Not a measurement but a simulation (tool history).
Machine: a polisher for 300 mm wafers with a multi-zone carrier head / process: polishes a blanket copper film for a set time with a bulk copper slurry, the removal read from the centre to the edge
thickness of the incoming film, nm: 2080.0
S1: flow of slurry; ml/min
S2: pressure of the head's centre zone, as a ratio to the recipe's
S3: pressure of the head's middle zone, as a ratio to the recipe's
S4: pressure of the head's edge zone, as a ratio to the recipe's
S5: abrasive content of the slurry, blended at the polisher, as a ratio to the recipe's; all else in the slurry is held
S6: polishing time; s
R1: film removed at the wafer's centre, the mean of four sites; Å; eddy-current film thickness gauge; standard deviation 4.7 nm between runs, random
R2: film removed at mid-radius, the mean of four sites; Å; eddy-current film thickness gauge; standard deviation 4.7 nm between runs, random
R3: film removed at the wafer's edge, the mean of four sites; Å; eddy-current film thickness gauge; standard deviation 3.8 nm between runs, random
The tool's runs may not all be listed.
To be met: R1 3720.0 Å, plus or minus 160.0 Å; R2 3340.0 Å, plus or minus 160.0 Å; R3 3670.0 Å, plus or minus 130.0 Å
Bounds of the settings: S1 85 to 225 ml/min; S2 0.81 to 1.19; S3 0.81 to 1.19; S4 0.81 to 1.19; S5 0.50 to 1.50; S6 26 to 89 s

run,hour,S1,S2,S3,S4,S5,S6,R1,R2,R3
1,0.0,145,1.00,1.00,1.00,1.00,57,5964.4,5752.5,5944.1
2,2.9,140,0.99,0.97,0.97,0.85,53,5367.9,5082.5,5242.1
3,5.8,115,0.99,0.97,0.97,0.85,53,5178.3,4947.5,5177.9
4,13.5,115,0.99,0.97,0.97,0.85,47,4534.7,4377.4,4684.2
5,19.9,115,0.99,0.97,0.97,0.85,52,5076.8,4857.4,5120.1
6,28.1,140,0.99,0.97,0.97,0.85,52,5229.7,5093.3,5146.0
7,32.9,125,0.96,0.87,0.90,0.60,36,3350.2,2944.9,3215.8
8,35.4,135,0.97,0.88,0.93,0.60,36,3323.6,2961.7,3367.3
9,39.2,140,0.99,0.90,0.94,0.60,36,3406.2,3182.3,3356.0
10,46.6,145,1.00,0.90,0.95,0.65,36,3571.0,3058.2,3336.0
11,51.5,145,1.00,0.91,0.96,0.70,36,3462.1,3256.0,3453.5
12,60.5,145,1.00,0.91,0.96,0.70,36,3530.8,3205.4,3483.5
13,68.7,145,1.01,0.91,0.97,0.75,36,3579.3,3254.3,3491.5

5 next moves are on the table. One of them brings every result within its allowed miss. Which?
A,76.9,150,1.03,0.99,0.86,0.95,34,?,?,?
B,76.9,225,1.10,1.01,0.97,0.95,31,?,?,?
C,76.9,130,1.02,0.91,0.98,0.75,38,?,?,?
D,76.9,205,0.98,0.95,0.94,0.85,33,?,?,?
E,76.9,145,1.08,0.99,0.92,0.95,32,?,?,?

move,R1,R2,R3
A,3594.3,3534.1,3324.1
B,3605.2,3449.7,3291.0
C,3748.4,3466.2,3696.8
D,3486.1,3387.2,3371.3
E,3455.2,3309.6,3195.5
A: further off than the last run
B: further off than the last run
C: every result lands within tolerance
D: further off than the last run
E: further off than the last run
Answer: C
